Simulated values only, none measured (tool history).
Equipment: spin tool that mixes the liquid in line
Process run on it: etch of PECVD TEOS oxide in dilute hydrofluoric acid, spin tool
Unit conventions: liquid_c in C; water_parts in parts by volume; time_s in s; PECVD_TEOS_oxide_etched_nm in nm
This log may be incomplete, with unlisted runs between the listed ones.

{"run": 1, "hour": 0.0, "liquid_c": 26.0, "water_parts": 190, "time_s": 220, "PECVD_TEOS_oxide_etched_nm": 16.698}
{"run": 2, "hour": 7.9, "liquid_c": 23.0, "water_parts": 190, "time_s": 220, "PECVD_TEOS_oxide_etched_nm": 14.876}
{"run": 3, "hour": 9.6, "liquid_c": 23.0, "water_parts": 190, "time_s": 220, "PECVD_TEOS_oxide_etched_nm": 14.871}
{"run": 4, "hour": 13.1, "liquid_c": 25.0, "water_parts": 190, "time_s": 220, "PECVD_TEOS_oxide_etched_nm": 16.028}
{"run": 5, "hour": 14.4, "liquid_c": 23.0, "water_parts": 190, "time_s": 220, "PECVD_TEOS_oxide_etched_nm": 14.763}
{"run": 6, "hour": 17.2, "liquid_c": 22.0, "water_parts": 200, "time_s": 220, "PECVD_TEOS_oxide_etched_nm": 13.722}
{"run": 7, "hour": 19.8, "liquid_c": 21.0, "water_parts": 215, "time_s": 220, "PECVD_TEOS_oxide_etched_nm": 12.035}
{"run": 8, "hour": 22.3, "liquid_c": 20.5, "water_parts": 225, "time_s": 220, "PECVD_TEOS_oxide_etched_nm": 11.141}
{"run": 9, "hour": 27.9, "liquid_c": 20.0, "water_parts": 230, "time_s": 220, "PECVD_TEOS_oxide_etched_nm": 10.528}
{"run": 10, "hour": 31.7, "liquid_c": 20.0, "water_parts": 230, "time_s": 220, "PECVD_TEOS_oxide_etched_nm": 10.607}
{"run": 11, "hour": 36.8, "liquid_c": 19.5, "water_parts": 235, "time_s": 220, "PECVD_TEOS_oxide_etched_nm": 10.057}

For run 12, what comes out?
{"run": 12, "hour": 40.9, "liquid_c": 19.0, "water_parts": 240, "time_s": 220, "PECVD_TEOS_oxide_etched_nm": "?"}

Logged for run 12: PECVD_TEOS_oxide_etched_nm 9.6502 nm.

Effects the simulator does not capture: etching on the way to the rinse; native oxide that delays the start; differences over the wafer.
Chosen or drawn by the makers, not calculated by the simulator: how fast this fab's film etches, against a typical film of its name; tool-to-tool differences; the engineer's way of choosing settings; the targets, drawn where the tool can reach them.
